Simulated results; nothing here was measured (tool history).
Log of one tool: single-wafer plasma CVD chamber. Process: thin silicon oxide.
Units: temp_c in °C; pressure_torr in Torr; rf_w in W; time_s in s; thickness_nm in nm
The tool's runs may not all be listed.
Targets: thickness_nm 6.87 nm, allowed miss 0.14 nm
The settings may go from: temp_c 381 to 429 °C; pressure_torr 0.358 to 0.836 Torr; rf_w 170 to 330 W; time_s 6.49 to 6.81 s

run  hour  temp_c  pressure_torr  rf_w  time_s  thickness_nm
  1     0     405          0.597   250    6.81         9.461
  2   1.7     405          0.597   250    6.81        9.3955
  3  10.2     405          0.561   250    6.81        8.9747
  4  17.4     405          0.524   250    6.81        8.4634
  5  22.2     405          0.495   250    6.81        8.0809
  6  23.7     405          0.495   250    6.49        7.7029
  7  32.2     405           0.48   250    6.49        7.5308
  8  41.1     405          0.468   250    6.49        7.4392
  9  48.6     405          0.457   250    6.49        7.2785

5 next moves are on the table. One of them brings every result within its allowed miss. Which?
  A  56.1     396          0.473   275    6.49             ?
  B  56.1     407          0.481   250    6.81             ?
  C  56.1     389          0.432   235    6.55             ?
  D  56.1     400          0.473   240    6.57             ?
  E  56.1     407          0.501   215    6.81             ?

move  thickness_nm
   A        7.8593
   B        7.9198
   C        6.8584
   D        7.4101
   E        7.5413
A: further off than the last run
B: further off than the last run
C: meets every target
D: further off than the last run
E: further off than the last run
The right move is C.
